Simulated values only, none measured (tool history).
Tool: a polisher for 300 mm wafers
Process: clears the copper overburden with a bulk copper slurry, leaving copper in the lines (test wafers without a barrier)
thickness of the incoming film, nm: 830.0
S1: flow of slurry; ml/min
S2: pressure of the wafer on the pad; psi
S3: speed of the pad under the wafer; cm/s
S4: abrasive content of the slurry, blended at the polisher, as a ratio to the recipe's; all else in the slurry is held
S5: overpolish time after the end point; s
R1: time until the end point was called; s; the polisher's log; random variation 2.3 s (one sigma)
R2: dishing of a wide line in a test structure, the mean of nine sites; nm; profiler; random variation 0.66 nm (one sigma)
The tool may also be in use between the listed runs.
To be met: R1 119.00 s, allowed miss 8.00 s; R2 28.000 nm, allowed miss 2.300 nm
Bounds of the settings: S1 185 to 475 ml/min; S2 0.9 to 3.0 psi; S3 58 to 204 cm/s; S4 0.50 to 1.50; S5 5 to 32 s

run 1 hour=0.0 | S1=305 S2=1.9 S3=130 S4=1.00 S5=16 | R1=109.70 R2=57.601
run 2 hour=7.1 | S1=305 S2=1.9 S3=130 S4=1.00 S5=10 | R1=115.03 R2=41.107
run 3 hour=10.7 | S1=305 S2=1.8 S3=134 S4=1.00 S5=9 | R1=112.06 R2=37.387
run 4 hour=15.0 | S1=360 S2=1.8 S3=134 S4=1.00 S5=9 | R1=112.53 R2=38.688
run 5 hour=21.9 | S1=355 S2=1.7 S3=138 S4=1.00 S5=8 | R1=119.75 R2=36.244
run 6 hour=26.1 | S1=325 S2=1.7 S3=138 S4=1.00 S5=7 | R1=113.23 R2=31.845
run 7 hour=30.8 | S1=320 S2=1.6 S3=138 S4=1.00 S5=7 | R1=119.46 R2=30.012
run 8 hour=38.4 | S1=315 S2=1.6 S3=140 S4=1.00 S5=7 | R1=119.26 R2=32.880
run 9 hour=39.4 | S1=305 S2=1.6 S3=140 S4=1.00 S5=7 | R1=119.22 R2=30.326

4 next moves are on the table. One of them brings every result within its allowed miss. Which?
run A hour=40.4 | S1=320 S2=1.6 S3=134 S4=1.05 S5=8 | R1=? R2=?
run B hour=40.4 | S1=345 S2=1.9 S3=136 S4=0.70 S5=6 | R1=? R2=?
run C hour=40.4 | S1=310 S2=1.6 S3=138 S4=1.00 S5=8 | R1=? R2=?
run D hour=40.4 | S1=335 S2=1.4 S3=178 S4=0.95 S5=8 | R1=? R2=?

move=A R1=121.13 R2=34.228
move=B R1=114.29 R2=28.767
move=C R1=120.37 R2=34.393
move=D R1=111.32 R2=36.230
A: further off than the last run
B: meets every target
C: further off than the last run
D: further off than the last run
The right move is B.
